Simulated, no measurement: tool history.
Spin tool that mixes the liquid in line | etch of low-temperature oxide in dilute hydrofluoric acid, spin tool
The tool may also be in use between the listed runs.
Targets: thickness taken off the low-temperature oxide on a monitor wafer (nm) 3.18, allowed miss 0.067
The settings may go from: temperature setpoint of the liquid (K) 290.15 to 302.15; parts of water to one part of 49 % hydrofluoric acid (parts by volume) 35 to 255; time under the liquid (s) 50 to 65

run,hour,temperature setpoint of the liquid (K),parts of water to one part of 49 % hydrofluoric acid (parts by volume),time under the liquid (s),thickness taken off the low-temperature oxide on a monitor wafer (nm)
1,0,294.15,145,65,8.1884
2,1.1,293.65,160,65,7.1292
3,2.1,291.65,160,65,6.5963
4,10.9,291.65,170,65,6.1113
5,12.7,291.65,170,65,6.0842
6,18.8,291.65,180,65,5.7539
7,19.9,291.65,190,65,5.3854
8,21.8,290.15,245,65,3.7436
# hour 28.1: thermometer replaced
9,28.1,290.15,250,55,2.8556
10,32.8,290.65,250,55,2.9006
11,35.9,291.15,250,55,2.9635

Which of these 5 next moves meets every target?
A,39,292.65,255,50,?
B,39,291.65,245,60,?
C,39,291.15,245,55,?
D,39,290.15,255,65,?
E,39,290.15,245,60,?

move,thickness taken off the low-temperature oxide on a monitor wafer (nm)
A,2.7863
B,3.3811
C,3.0404
D,3.2923
E,3.1908
A: further off than the last run
B: takes the result that was furthest off past its target
C: nearer than the last run, and not there yet
D: takes the result that was furthest off past its target
E: meets every target
The right move is E.

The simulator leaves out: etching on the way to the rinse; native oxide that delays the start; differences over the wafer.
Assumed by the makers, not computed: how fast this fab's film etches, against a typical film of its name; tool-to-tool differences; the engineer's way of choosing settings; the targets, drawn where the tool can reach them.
